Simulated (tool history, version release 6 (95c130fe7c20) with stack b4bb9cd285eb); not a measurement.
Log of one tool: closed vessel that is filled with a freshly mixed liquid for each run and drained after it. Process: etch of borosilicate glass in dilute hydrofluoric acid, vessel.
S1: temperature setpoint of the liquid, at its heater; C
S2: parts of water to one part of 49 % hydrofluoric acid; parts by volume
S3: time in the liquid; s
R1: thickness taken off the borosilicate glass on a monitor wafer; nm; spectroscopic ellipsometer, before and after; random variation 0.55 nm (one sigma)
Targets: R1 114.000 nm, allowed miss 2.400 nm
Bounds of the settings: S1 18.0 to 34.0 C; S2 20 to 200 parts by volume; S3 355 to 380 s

| run | hour | S1 | S2 | S3 | R1 |
|---|---|---|---|---|---|
| 1 | 0.0 | 26.0 | 110 | 355 | 61.252 |
| 2 | 8.2 | 26.0 | 110 | 380 | 64.292 |
| 3 | 12.4 | 28.5 | 100 | 380 | 79.213 |
| 4 | 13.9 | 28.5 | 115 | 380 | 67.445 |
|  | 22.5 | thermometer replaced |
| 5 | 22.5 | 28.5 | 85 | 380 | 86.624 |
| 6 | 24.2 | 26.5 | 85 | 380 | 80.453 |
| 7 | 32.8 | 26.5 | 85 | 380 | 81.419 |
| 8 | 36.4 | 28.5 | 80 | 380 | 92.513 |
| 9 | 40.8 | 28.5 | 80 | 380 | 93.692 |
| 10 | 47.2 | 32.5 | 80 | 380 | 110.200 |
| 11 | 53.7 | 33.0 | 80 | 380 | 110.430 |

4 next moves are on the table. One of them brings every result within its allowed miss. Which?
| A | 60.2 | 32.0 | 75 | 380 | ? |
| B | 60.2 | 34.0 | 85 | 380 | ? |
| C | 60.2 | 30.5 | 75 | 380 | ? |
| D | 60.2 | 34.0 | 80 | 365 | ? |

| move | R1 |
|---|---|
| A | 114.800 |
| B | 107.420 |
| C | 108.450 |
| D | 110.500 |
A: meets every target
B: further off than the last run
C: further off than the last run
D: as far off as the last run
Move A is the one to make.
